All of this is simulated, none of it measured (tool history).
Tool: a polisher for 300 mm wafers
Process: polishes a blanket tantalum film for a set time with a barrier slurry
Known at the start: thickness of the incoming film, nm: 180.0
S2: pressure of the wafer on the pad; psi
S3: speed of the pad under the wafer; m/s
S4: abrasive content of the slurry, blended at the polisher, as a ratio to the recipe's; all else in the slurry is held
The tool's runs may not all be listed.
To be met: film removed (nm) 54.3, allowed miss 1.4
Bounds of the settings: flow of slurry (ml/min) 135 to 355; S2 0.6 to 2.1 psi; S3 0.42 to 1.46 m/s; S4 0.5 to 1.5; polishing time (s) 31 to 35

Run 1, hour 0: flow of slurry (ml/min) 225, S2 1.3 psi, S3 0.94 m/s, S4 1, polishing time (s) 35. Result: film removed (nm) 39.373.
Run 2, hour 8.7: flow of slurry (ml/min) 230, S2 1.3 psi, S3 0.94 m/s, S4 1, polishing time (s) 35. Result: film removed (nm) 39.898.
Run 3, hour 12.3: flow of slurry (ml/min) 190, S2 1.3 psi, S3 0.94 m/s, S4 1, polishing time (s) 35. Result: film removed (nm) 38.93.
Run 4, hour 20.8: flow of slurry (ml/min) 190, S2 1.3 psi, S3 0.74 m/s, S4 1, polishing time (s) 35. Result: film removed (nm) 31.231.
Run 5, hour 28.1: flow of slurry (ml/min) 195, S2 1.4 psi, S3 0.74 m/s, S4 1, polishing time (s) 35. Result: film removed (nm) 33.353.
Run 6, hour 30.7: flow of slurry (ml/min) 195, S2 1.4 psi, S3 0.74 m/s, S4 1, polishing time (s) 31. Result: film removed (nm) 29.259.
Run 7, hour 37: flow of slurry (ml/min) 200, S2 1.5 psi, S3 0.76 m/s, S4 1, polishing time (s) 31. Result: film removed (nm) 32.45.
Run 8, hour 40.7: flow of slurry (ml/min) 205, S2 1.6 psi, S3 0.78 m/s, S4 1, polishing time (s) 31. Result: film removed (nm) 34.941.
Run 9, hour 41.9: flow of slurry (ml/min) 205, S2 1.7 psi, S3 0.8 m/s, S4 1, polishing time (s) 31. Result: film removed (nm) 38.149.
Run 10, hour 49.1: flow of slurry (ml/min) 205, S2 1.8 psi, S3 0.82 m/s, S4 1, polishing time (s) 31. Result: film removed (nm) 40.783.
Run 11, hour 52.9: flow of slurry (ml/min) 210, S2 1.8 psi, S3 0.84 m/s, S4 1, polishing time (s) 31. Result: film removed (nm) 42.358.
Run 12, hour 56.9: flow of slurry (ml/min) 215, S2 1.8 psi, S3 0.84 m/s, S4 1, polishing time (s) 31. Result: film removed (nm) 42.321.
Run 13, hour 59.4: flow of slurry (ml/min) 220, S2 1.8 psi, S3 0.84 m/s, S4 1, polishing time (s) 31. Result: film removed (nm) 42.793.
Run 14, hour 66.3: flow of slurry (ml/min) 230, S2 1.8 psi, S3 0.84 m/s, S4 1, polishing time (s) 31. Result: film removed (nm) 42.805.
Run 15, hour 67.2: flow of slurry (ml/min) 235, S2 1.8 psi, S3 0.84 m/s, S4 1, polishing time (s) 31. Result: film removed (nm) 42.908.
Run 16, hour 75: flow of slurry (ml/min) 240, S2 1.8 psi, S3 0.84 m/s, S4 1, polishing time (s) 31. Result: film removed (nm) 42.867.
Run 17, hour 83.9: flow of slurry (ml/min) 250, S2 2 psi, S3 0.88 m/s, S4 1, polishing time (s) 31. Result: film removed (nm) 49.367.

5 next moves are on the table. One of them brings every result within its allowed miss. Which?
Run A, hour 92.8: flow of slurry (ml/min) 275, S2 2.1 psi, S3 0.7 m/s, S4 1, polishing time (s) 32. Result: film removed (nm) ?.
Run B, hour 92.8: flow of slurry (ml/min) 215, S2 1.9 psi, S3 1 m/s, S4 1, polishing time (s) 32. Result: film removed (nm) ?.
Run C, hour 92.8: flow of slurry (ml/min) 260, S2 2 psi, S3 0.8 m/s, S4 1, polishing time (s) 31. Result: film removed (nm) ?.
Run D, hour 92.8: flow of slurry (ml/min) 285, S2 2.1 psi, S3 0.92 m/s, S4 0.9, polishing time (s) 34. Result: film removed (nm) ?.
Run E, hour 92.8: flow of slurry (ml/min) 280, S2 2.1 psi, S3 0.9 m/s, S4 1, polishing time (s) 33. Result: film removed (nm) ?.

move  film removed (nm)
   A             43.174
   B             54.189
   C             45.205
   D             58.175
   E             56.827
A: further off than the last run
B: meets every target
C: further off than the last run
D: takes the result that was furthest off past its target
E: takes the result that was furthest off past its target
Answer: B
